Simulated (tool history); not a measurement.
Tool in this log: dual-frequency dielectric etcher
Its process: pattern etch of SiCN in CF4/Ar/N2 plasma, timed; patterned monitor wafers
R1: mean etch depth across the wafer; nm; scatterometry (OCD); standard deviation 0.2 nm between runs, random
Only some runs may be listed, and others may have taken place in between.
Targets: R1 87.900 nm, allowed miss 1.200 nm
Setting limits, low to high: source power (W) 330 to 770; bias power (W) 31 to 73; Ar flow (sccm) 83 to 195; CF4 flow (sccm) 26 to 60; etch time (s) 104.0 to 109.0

Run 1, hour 0.0: source power (W) 550, bias power (W) 52, Ar flow (sccm) 139, CF4 flow (sccm) 43, etch time (s) 104.0. Result: R1 75.374 nm.
Run 2, hour 8.2: source power (W) 550, bias power (W) 52, Ar flow (sccm) 139, CF4 flow (sccm) 47, etch time (s) 104.0. Result: R1 77.369 nm.
Run 3, hour 14.0: source power (W) 550, bias power (W) 52, Ar flow (sccm) 155, CF4 flow (sccm) 47, etch time (s) 104.0. Result: R1 76.185 nm.
Run 4, hour 16.3: source power (W) 550, bias power (W) 52, Ar flow (sccm) 155, CF4 flow (sccm) 40, etch time (s) 104.0. Result: R1 73.398 nm.
Run 5, hour 24.6: source power (W) 550, bias power (W) 52, Ar flow (sccm) 155, CF4 flow (sccm) 43, etch time (s) 104.0. Result: R1 74.689 nm.
Run 6, hour 27.9: source power (W) 580, bias power (W) 52, Ar flow (sccm) 155, CF4 flow (sccm) 43, etch time (s) 104.0. Result: R1 77.348 nm.
Run 7, hour 29.9: source power (W) 610, bias power (W) 52, Ar flow (sccm) 155, CF4 flow (sccm) 43, etch time (s) 104.0. Result: R1 79.847 nm.
Run 8, hour 31.5: source power (W) 630, bias power (W) 52, Ar flow (sccm) 155, CF4 flow (sccm) 43, etch time (s) 104.0. Result: R1 81.213 nm.
Run 9, hour 39.3: source power (W) 650, bias power (W) 52, Ar flow (sccm) 155, CF4 flow (sccm) 43, etch time (s) 104.0. Result: R1 82.953 nm.
Run 10, hour 44.3: source power (W) 660, bias power (W) 52, Ar flow (sccm) 155, CF4 flow (sccm) 43, etch time (s) 104.0. Result: R1 84.101 nm.
Run 11, hour 50.0: source power (W) 670, bias power (W) 52, Ar flow (sccm) 155, CF4 flow (sccm) 43, etch time (s) 104.0. Result: R1 84.375 nm.
Run 12, hour 52.1: source power (W) 680, bias power (W) 52, Ar flow (sccm) 155, CF4 flow (sccm) 43, etch time (s) 104.0. Result: R1 85.501 nm.
Run 13, hour 56.3: source power (W) 690, bias power (W) 52, Ar flow (sccm) 155, CF4 flow (sccm) 43, etch time (s) 104.0. Result: R1 86.385 nm.

5 candidate next runs follow, results not yet known. Just one meets every target within its allowed miss. Identify it.
Run A, hour 60.5: source power (W) 630, bias power (W) 53, Ar flow (sccm) 167, CF4 flow (sccm) 52, etch time (s) 107.0. Result: R1 ?.
Run B, hour 60.5: source power (W) 760, bias power (W) 48, Ar flow (sccm) 195, CF4 flow (sccm) 37, etch time (s) 108.5. Result: R1 ?.
Run C, hour 60.5: source power (W) 640, bias power (W) 55, Ar flow (sccm) 173, CF4 flow (sccm) 40, etch time (s) 108.0. Result: R1 ?.
Run D, hour 60.5: source power (W) 700, bias power (W) 40, Ar flow (sccm) 125, CF4 flow (sccm) 47, etch time (s) 106.0. Result: R1 ?.
Run E, hour 60.5: source power (W) 650, bias power (W) 53, Ar flow (sccm) 148, CF4 flow (sccm) 41, etch time (s) 106.0. Result: R1 ?.

move      R1
   A  87.699
   B  85.845
   C  84.858
   D  82.728
   E  84.781
A: all results in spec
B: the biggest miss grows against the last run
C: the biggest miss grows against the last run
D: the biggest miss grows against the last run
E: the biggest miss grows against the last run
Move A is the one to make.
